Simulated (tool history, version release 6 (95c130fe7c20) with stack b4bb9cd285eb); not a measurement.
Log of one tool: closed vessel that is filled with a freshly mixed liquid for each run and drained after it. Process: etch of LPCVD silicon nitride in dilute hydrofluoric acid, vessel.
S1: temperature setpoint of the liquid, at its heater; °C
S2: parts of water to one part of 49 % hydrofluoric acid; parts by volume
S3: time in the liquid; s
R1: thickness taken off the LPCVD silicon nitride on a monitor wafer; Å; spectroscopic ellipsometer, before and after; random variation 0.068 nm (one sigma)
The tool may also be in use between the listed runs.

run 1 hour=0.0 | S1=23.0 S2=105 S3=2850 | R1=100.050
run 2 hour=4.4 | S1=25.0 S2=105 S3=2850 | R1=116.200
run 3 hour=9.3 | S1=25.0 S2=105 S3=2850 | R1=115.750
run 4 hour=14.3 | S1=23.0 S2=105 S3=2850 | R1=100.810
run 5 hour=23.3 | S1=21.5 S2=105 S3=2850 | R1=90.511
run 6 hour=28.7 | S1=21.5 S2=75 S3=2850 | R1=127.030
run 7 hour=30.1 | S1=20.0 S2=80 S3=2850 | R1=107.380

Run 8 is up next; what results do you expect?
run 8 hour=32.4 | S1=17.0 S2=100 S3=2850 | R1=?

Run 8 gave R1 70.524 Å.
